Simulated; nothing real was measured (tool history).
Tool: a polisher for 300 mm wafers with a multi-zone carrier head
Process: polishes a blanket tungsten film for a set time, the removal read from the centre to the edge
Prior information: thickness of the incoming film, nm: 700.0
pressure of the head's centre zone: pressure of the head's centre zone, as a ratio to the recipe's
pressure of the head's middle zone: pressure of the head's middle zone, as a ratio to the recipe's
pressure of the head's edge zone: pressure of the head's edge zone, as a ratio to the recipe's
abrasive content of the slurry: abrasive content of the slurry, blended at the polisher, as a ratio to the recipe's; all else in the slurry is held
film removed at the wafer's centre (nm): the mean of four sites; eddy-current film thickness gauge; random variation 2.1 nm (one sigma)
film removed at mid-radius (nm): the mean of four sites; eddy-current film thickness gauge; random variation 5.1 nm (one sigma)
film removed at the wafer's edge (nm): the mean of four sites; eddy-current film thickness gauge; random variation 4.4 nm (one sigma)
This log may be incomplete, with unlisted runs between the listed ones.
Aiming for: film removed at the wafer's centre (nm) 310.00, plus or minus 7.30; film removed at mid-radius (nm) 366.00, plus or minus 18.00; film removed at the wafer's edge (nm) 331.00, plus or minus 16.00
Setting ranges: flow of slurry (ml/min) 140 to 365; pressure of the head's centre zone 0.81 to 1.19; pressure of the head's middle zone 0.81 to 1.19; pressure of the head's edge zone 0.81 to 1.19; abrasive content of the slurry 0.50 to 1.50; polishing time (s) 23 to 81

run	hour	flow of slurry (ml/min)	pressure of the head's centre zone	pressure of the head's middle zone	pressure of the head's edge zone	abrasive content of the slurry	polishing time (s)	film removed at the wafer's centre (nm)	film removed at mid-radius (nm)	film removed at the wafer's edge (nm)
1	0.0	235	1.00	1.00	1.00	1.00	52	204.68	226.61	222.65
2	8.7	240	1.01	1.03	1.02	1.10	54	216.68	243.35	237.24
3	14.8	240	1.01	1.03	1.02	1.10	44	175.52	202.03	197.05
4	18.8	240	1.01	1.03	1.02	0.95	44	172.79	199.01	187.80
5	19.6	240	1.05	1.03	1.02	0.95	44	179.93	194.72	184.37
6	24.4	240	1.05	1.03	1.02	1.05	44	182.25	198.92	196.77
# hour 33.1: centre zone pressure recalibrated
7	33.1	250	1.06	1.06	1.02	1.10	47	215.00	220.59	212.85
8	37.8	240	1.05	1.08	1.02	1.15	50	228.75	242.53	229.77
9	39.7	225	1.04	1.10	1.02	1.20	52	236.34	251.13	237.20
10	43.5	245	1.03	1.11	1.03	1.25	53	242.87	265.60	241.10
11	50.6	235	1.02	1.12	1.04	1.30	55	251.10	277.29	256.13
12	51.8	235	1.01	1.13	1.06	1.35	57	259.78	294.28	268.26

Exactly one of the 4 candidate moves below puts every result within its allowed miss. Which one?
A	53.0	220	0.85	1.00	1.11	1.35	79	?	?	?
B	53.0	170	0.99	1.15	1.05	1.35	74	?	?	?
C	53.0	255	1.15	1.14	0.96	1.20	70	?	?	?
D	53.0	250	0.93	1.17	1.06	1.35	77	?	?	?

move	film removed at the wafer's centre (nm)	film removed at mid-radius (nm)	film removed at the wafer's edge (nm)
A	296.81	357.26	377.61
B	310.95	361.93	333.69
C	356.01	351.22	308.15
D	322.75	403.59	363.11
A: closer than the last run, but not yet in spec
B: every result lands within tolerance
C: carries the result that was furthest off beyond its target, to the other side
D: carries the result that was furthest off beyond its target, to the other side
Correct choice: B, which meets every target
